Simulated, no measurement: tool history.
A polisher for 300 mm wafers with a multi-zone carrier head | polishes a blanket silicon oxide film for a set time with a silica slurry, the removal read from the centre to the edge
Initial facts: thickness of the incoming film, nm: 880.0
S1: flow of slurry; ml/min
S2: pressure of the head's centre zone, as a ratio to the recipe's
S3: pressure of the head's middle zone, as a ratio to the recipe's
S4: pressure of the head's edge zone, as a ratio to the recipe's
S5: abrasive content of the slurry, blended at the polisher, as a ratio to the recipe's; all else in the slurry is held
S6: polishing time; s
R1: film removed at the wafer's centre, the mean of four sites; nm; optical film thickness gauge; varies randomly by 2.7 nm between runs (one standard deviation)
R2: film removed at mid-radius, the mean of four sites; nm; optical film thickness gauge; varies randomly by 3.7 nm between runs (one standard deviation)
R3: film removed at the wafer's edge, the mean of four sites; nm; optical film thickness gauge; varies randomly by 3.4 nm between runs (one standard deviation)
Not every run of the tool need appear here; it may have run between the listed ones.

run	hour	S1	S2	S3	S4	S5	S6	R1	R2	R3
1	0.0	305	1.00	1.00	1.00	1.00	64	334.90	342.78	335.41
2	4.2	305	1.00	1.00	1.00	1.15	64	370.69	374.55	359.66
3	10.0	305	1.00	1.00	1.00	1.15	80	464.20	465.12	453.18
4	14.2	305	1.00	1.00	0.92	1.15	80	460.00	476.97	434.49
5	20.2	300	0.99	0.96	0.92	0.95	77	380.99	380.49	372.40
6	22.3	300	0.99	0.96	0.92	0.95	68	339.15	339.26	331.18
7	26.8	300	0.97	0.93	0.90	0.90	67	317.63	312.42	304.96
8	32.9	295	0.93	0.90	0.91	0.90	67	305.56	298.22	305.56
9	39.4	290	0.90	0.88	0.90	0.90	67	295.03	293.62	304.22
10	43.4	290	0.88	0.86	0.88	0.85	67	268.51	282.27	289.31
11	48.5	290	0.88	0.85	0.87	0.85	67	277.15	279.08	285.42
12	49.6	290	0.88	0.85	0.87	0.85	67	273.06	277.26	293.90

What does the tool deliver on the next run?
13	50.9	290	0.88	0.85	0.86	0.85	67	?	?	?

{"run 13": {"R1": 272.24, "R2": 280.22, "R3": 286.47}}

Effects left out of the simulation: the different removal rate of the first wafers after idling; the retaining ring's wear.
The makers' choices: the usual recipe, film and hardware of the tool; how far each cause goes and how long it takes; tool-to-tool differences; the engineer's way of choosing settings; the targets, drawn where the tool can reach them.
